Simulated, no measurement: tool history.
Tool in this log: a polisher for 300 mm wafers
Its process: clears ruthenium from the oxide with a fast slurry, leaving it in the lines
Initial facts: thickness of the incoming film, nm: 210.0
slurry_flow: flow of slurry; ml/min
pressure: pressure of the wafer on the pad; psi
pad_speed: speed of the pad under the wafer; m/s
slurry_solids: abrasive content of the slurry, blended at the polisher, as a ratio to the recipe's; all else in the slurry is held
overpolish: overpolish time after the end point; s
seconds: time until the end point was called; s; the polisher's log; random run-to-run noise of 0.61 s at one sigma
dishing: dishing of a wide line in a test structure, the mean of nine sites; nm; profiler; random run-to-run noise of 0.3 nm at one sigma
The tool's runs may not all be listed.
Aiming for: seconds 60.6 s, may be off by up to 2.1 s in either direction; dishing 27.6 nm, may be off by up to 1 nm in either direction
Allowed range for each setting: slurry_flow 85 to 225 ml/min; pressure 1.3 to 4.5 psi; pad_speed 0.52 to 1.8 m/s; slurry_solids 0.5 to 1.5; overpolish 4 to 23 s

Run 1, day 0: slurry_flow 145 ml/min, pressure 2.9 psi, pad_speed 1.16 m/s, slurry_solids 1, overpolish 12 s. Result: seconds 43.372 s, dishing 38.439 nm.
Run 2, day 0.142: slurry_flow 145 ml/min, pressure 2.5 psi, pad_speed 1.16 m/s, slurry_solids 1, overpolish 12 s. Result: seconds 49.884 s, dishing 35.807 nm.
Run 3, day 0.454: slurry_flow 145 ml/min, pressure 2.5 psi, pad_speed 1.34 m/s, slurry_solids 1, overpolish 12 s. Result: seconds 43.167 s, dishing 39.683 nm.
Run 4, day 0.65: slurry_flow 145 ml/min, pressure 2.2 psi, pad_speed 1.32 m/s, slurry_solids 1, overpolish 11 s. Result: seconds 48.673 s, dishing 33.566 nm.
Run 5, day 0.917: slurry_flow 140 ml/min, pressure 2 psi, pad_speed 1.32 m/s, slurry_solids 1, overpolish 11 s. Result: seconds 53.002 s, dishing 33.05 nm.
Run 6, day 0.967: slurry_flow 140 ml/min, pressure 2 psi, pad_speed 1.32 m/s, slurry_solids 1.1, overpolish 11 s. Result: seconds 50.542 s, dishing 33.511 nm.
Run 7, day 1.246: slurry_flow 125 ml/min, pressure 1.4 psi, pad_speed 1.32 m/s, slurry_solids 1.15, overpolish 9 s. Result: seconds 66.392 s, dishing 24.069 nm.
At day 1.333: head pressure recalibrated.
Run 8, day 1.333: slurry_flow 135 ml/min, pressure 1.4 psi, pad_speed 1.32 m/s, slurry_solids 1.15, overpolish 9 s. Result: seconds 70.497 s, dishing 22.821 nm.
Run 9, day 1.467: slurry_flow 100 ml/min, pressure 1.7 psi, pad_speed 1.32 m/s, slurry_solids 1.15, overpolish 11 s. Result: seconds 65.74 s, dishing 27.813 nm.
Run 10, day 1.608: slurry_flow 105 ml/min, pressure 1.7 psi, pad_speed 1.32 m/s, slurry_solids 1.15, overpolish 11 s. Result: seconds 66.117 s, dishing 27.562 nm.
Run 11, day 1.683: slurry_flow 110 ml/min, pressure 1.7 psi, pad_speed 1.32 m/s, slurry_solids 1.15, overpolish 11 s. Result: seconds 63.831 s, dishing 28.285 nm.
Run 12, day 2.038: slurry_flow 115 ml/min, pressure 1.7 psi, pad_speed 1.32 m/s, slurry_solids 1.15, overpolish 11 s. Result: seconds 65.282 s, dishing 28.348 nm.
Run 13, day 2.321: slurry_flow 120 ml/min, pressure 1.7 psi, pad_speed 1.32 m/s, slurry_solids 1.15, overpolish 11 s. Result: seconds 62.795 s, dishing 28.362 nm.
Run 14, day 2.692: slurry_flow 125 ml/min, pressure 1.7 psi, pad_speed 1.32 m/s, slurry_solids 1.15, overpolish 11 s. Result: seconds 62.184 s, dishing 28.827 nm.

Consider the 4 candidate settings below. Which is the only one whose results all fall within their allowed miss of target?
Run A, day 3.062: slurry_flow 140 ml/min, pressure 2.1 psi, pad_speed 1.22 m/s, slurry_solids 0.9, overpolish 12 s. Result: seconds ?, dishing ?.
Run B, day 3.062: slurry_flow 95 ml/min, pressure 1.9 psi, pad_speed 1.3 m/s, slurry_solids 1.3, overpolish 10 s. Result: seconds ?, dishing ?.
Run C, day 3.062: slurry_flow 110 ml/min, pressure 1.3 psi, pad_speed 1.58 m/s, slurry_solids 1.15, overpolish 10 s. Result: seconds ?, dishing ?.
Run D, day 3.062: slurry_flow 145 ml/min, pressure 1.3 psi, pad_speed 1.48 m/s, slurry_solids 1.15, overpolish 13 s. Result: seconds ?, dishing ?.

move  seconds  dishing
   A   62.993   30.821
   B   60.204   27.962
   C   66.392    26.01
   D   66.394   31.409
A: the biggest miss grows against the last run
B: every result within its allowed miss
C: the result that was furthest off in the last run now lies on the other side of its target
D: the biggest miss grows against the last run
Go with B: it meets all targets.

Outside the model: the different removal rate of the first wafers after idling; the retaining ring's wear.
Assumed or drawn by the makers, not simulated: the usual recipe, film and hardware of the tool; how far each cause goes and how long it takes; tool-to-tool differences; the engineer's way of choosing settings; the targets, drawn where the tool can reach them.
